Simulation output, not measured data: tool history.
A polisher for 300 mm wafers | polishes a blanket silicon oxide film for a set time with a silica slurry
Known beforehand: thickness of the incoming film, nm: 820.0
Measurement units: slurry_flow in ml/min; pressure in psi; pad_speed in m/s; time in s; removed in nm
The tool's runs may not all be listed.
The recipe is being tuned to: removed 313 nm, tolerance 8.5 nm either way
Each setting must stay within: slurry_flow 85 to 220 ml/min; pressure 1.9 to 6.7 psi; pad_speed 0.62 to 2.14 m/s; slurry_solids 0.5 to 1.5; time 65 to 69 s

Run 1, hour 0: slurry_flow 140 ml/min, pressure 4.3 psi, pad_speed 1.38 m/s, slurry_solids 1, time 65 s. Result: removed 221.66 nm.
Run 2, hour 1.1: slurry_flow 150 ml/min, pressure 4.7 psi, pad_speed 1.38 m/s, slurry_solids 1, time 65 s. Result: removed 247.14 nm.
Run 3, hour 9.7: slurry_flow 150 ml/min, pressure 5.6 psi, pad_speed 1.38 m/s, slurry_solids 1, time 65 s. Result: removed 296.86 nm.
Run 4, hour 16.4: slurry_flow 115 ml/min, pressure 5.6 psi, pad_speed 1.38 m/s, slurry_solids 1, time 65 s. Result: removed 278.76 nm.
Run 5, hour 20.9: slurry_flow 115 ml/min, pressure 4.9 psi, pad_speed 1.38 m/s, slurry_solids 1, time 65 s. Result: removed 247.62 nm.
Run 6, hour 29.9: slurry_flow 115 ml/min, pressure 4.9 psi, pad_speed 1.08 m/s, slurry_solids 1, time 65 s. Result: removed 200.87 nm.
Run 7, hour 35.1: slurry_flow 115 ml/min, pressure 4.9 psi, pad_speed 1.08 m/s, slurry_solids 1, time 65 s. Result: removed 203.53 nm.
Run 8, hour 42.7: slurry_flow 130 ml/min, pressure 5.4 psi, pad_speed 1.08 m/s, slurry_solids 1, time 65 s. Result: removed 230.46 nm.
Run 9, hour 51.4: slurry_flow 145 ml/min, pressure 5.7 psi, pad_speed 1.08 m/s, slurry_solids 1, time 65 s. Result: removed 247.12 nm.
Run 10, hour 59.9: slurry_flow 155 ml/min, pressure 6 psi, pad_speed 1.08 m/s, slurry_solids 1, time 65 s. Result: removed 263.33 nm.
Run 11, hour 68.1: slurry_flow 160 ml/min, pressure 6.2 psi, pad_speed 1.08 m/s, slurry_solids 1, time 65 s. Result: removed 273.34 nm.
Run 12, hour 68.9: slurry_flow 165 ml/min, pressure 6.4 psi, pad_speed 1.1 m/s, slurry_solids 1, time 65 s. Result: removed 287.74 nm.
Run 13, hour 75.6: slurry_flow 170 ml/min, pressure 6.5 psi, pad_speed 1.1 m/s, slurry_solids 1, time 65 s. Result: removed 288.27 nm.
Run 14, hour 78: slurry_flow 170 ml/min, pressure 6.6 psi, pad_speed 1.12 m/s, slurry_solids 1, time 65 s. Result: removed 305.8 nm.
Run 15, hour 83.1: slurry_flow 170 ml/min, pressure 6.6 psi, pad_speed 1.12 m/s, slurry_solids 1, time 65 s. Result: removed 299.47 nm.

Pick the move, out of 5, that brings all results within their allowed miss; only one does.
Run A, hour 88.2: slurry_flow 155 ml/min, pressure 6.6 psi, pad_speed 1.02 m/s, slurry_solids 1, time 66 s. Result: removed ?.
Run B, hour 88.2: slurry_flow 170 ml/min, pressure 6.7 psi, pad_speed 1.22 m/s, slurry_solids 1, time 66 s. Result: removed ?.
Run C, hour 88.2: slurry_flow 155 ml/min, pressure 5.7 psi, pad_speed 1.26 m/s, slurry_solids 1, time 66 s. Result: removed ?.
Run D, hour 88.2: slurry_flow 160 ml/min, pressure 6.6 psi, pad_speed 0.96 m/s, slurry_solids 1, time 67 s. Result: removed ?.
Run E, hour 88.2: slurry_flow 215 ml/min, pressure 5.9 psi, pad_speed 1.26 m/s, slurry_solids 1, time 66 s. Result: removed ?.

move  removed
   A   284.84
   B    336.7
   C   290.15
   D    277.7
   E   315.26
A: further off than the last run
B: carries the result that was furthest off beyond its target, to the other side
C: further off than the last run
D: further off than the last run
E: all results land within tolerance of their targets
Go with E: it meets all targets.
